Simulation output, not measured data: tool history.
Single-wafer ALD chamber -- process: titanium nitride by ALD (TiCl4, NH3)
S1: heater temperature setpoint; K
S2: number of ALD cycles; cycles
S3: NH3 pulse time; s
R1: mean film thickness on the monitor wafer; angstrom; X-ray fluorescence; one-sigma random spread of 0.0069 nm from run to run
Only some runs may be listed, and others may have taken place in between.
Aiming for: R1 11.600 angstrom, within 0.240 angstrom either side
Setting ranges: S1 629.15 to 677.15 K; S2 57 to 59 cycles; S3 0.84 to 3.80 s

| run | day | S1 | S2 | S3 | R1 |
|---|---|---|---|---|---|
| 1 | 0.000 | 653.15 | 57 | 2.32 | 12.912 |
| 2 | 0.233 | 662.15 | 57 | 2.32 | 12.918 |
| 3 | 0.567 | 652.15 | 57 | 1.87 | 12.369 |
| 4 | 0.600 | 651.15 | 57 | 1.63 | 12.230 |
| 5 | 0.950 | 651.15 | 59 | 1.63 | 12.604 |
| 6 | 1.167 | 647.15 | 59 | 1.63 | 12.738 |
| 7 | 1.308 | 647.15 | 58 | 1.41 | 12.100 |
| 8 | 1.604 | 647.15 | 58 | 1.34 | 11.903 |
| 9 | 1.792 | 647.15 | 58 | 1.33 | 11.930 |
| 10 | 2.029 | 647.15 | 58 | 1.31 | 11.760 |

Exercise: of the 4 proposed moves below, exactly one satisfies all targets within the stated allowed misses. Which move is it?
| A | 2.267 | 644.15 | 57 | 1.14 | ? |
| B | 2.267 | 645.15 | 57 | 1.35 | ? |
| C | 2.267 | 653.15 | 57 | 1.48 | ? |
| D | 2.267 | 642.15 | 59 | 1.37 | ? |

| move | R1 |
|---|---|
| A | 11.059 |
| B | 11.701 |
| C | 12.105 |
| D | 12.058 |
A: takes the biggest miss from the last run beyond its target
B: all results land within tolerance of their targets
C: lands further from the targets than the last run did
D: lands further from the targets than the last run did
B is the move that brings every result within its allowed miss.

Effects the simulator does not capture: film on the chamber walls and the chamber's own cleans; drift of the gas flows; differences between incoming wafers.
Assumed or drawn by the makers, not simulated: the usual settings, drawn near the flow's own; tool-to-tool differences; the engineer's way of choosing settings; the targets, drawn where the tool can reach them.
